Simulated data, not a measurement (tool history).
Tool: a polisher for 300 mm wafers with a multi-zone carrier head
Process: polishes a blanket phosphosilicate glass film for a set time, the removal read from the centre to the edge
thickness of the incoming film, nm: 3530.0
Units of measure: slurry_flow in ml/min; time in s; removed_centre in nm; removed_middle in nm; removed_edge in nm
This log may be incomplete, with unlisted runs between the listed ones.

run 1 hour=0.0 | slurry_flow=250 centre_zone=1.00 middle_zone=1.00 edge_zone=1.00 slurry_solids=1.00 time=44 | removed_centre=411.60 removed_middle=362.10 removed_edge=372.51
run 2 hour=1.2 | slurry_flow=250 centre_zone=1.00 middle_zone=1.00 edge_zone=1.00 slurry_solids=1.20 time=44 | removed_centre=453.69 removed_middle=407.49 removed_edge=415.15
run 3 hour=8.8 | slurry_flow=260 centre_zone=1.01 middle_zone=1.03 edge_zone=1.03 slurry_solids=1.25 time=44 | removed_centre=481.83 removed_middle=423.50 removed_edge=429.78
run 4 hour=9.4 | slurry_flow=260 centre_zone=1.01 middle_zone=1.03 edge_zone=1.03 slurry_solids=1.25 time=33 | removed_centre=355.70 removed_middle=310.82 removed_edge=321.60
-- hour=12.8 centre zone pressure recalibrated
run 5 hour=12.8 | slurry_flow=260 centre_zone=1.00 middle_zone=1.05 edge_zone=1.05 slurry_solids=1.30 time=37 | removed_centre=365.52 removed_middle=360.31 removed_edge=366.20
run 6 hour=18.9 | slurry_flow=325 centre_zone=1.00 middle_zone=1.05 edge_zone=1.05 slurry_solids=1.30 time=37 | removed_centre=371.20 removed_middle=376.58 removed_edge=377.83
run 7 hour=27.5 | slurry_flow=340 centre_zone=1.03 middle_zone=1.06 edge_zone=1.06 slurry_solids=1.35 time=39 | removed_centre=407.50 removed_middle=404.65 removed_edge=408.20
run 8 hour=30.2 | slurry_flow=350 centre_zone=1.05 middle_zone=1.07 edge_zone=1.06 slurry_solids=1.40 time=41 | removed_centre=451.09 removed_middle=434.93 removed_edge=434.54

What does the tool deliver on the next run?
run 9 hour=37.0 | slurry_flow=360 centre_zone=1.07 middle_zone=1.09 edge_zone=1.07 slurry_solids=1.40 time=43 | removed_centre=? removed_middle=? removed_edge=?

Run 9 came out at removed_centre 490.45 nm, removed_middle 462.29 nm, removed_edge 459.45 nm.
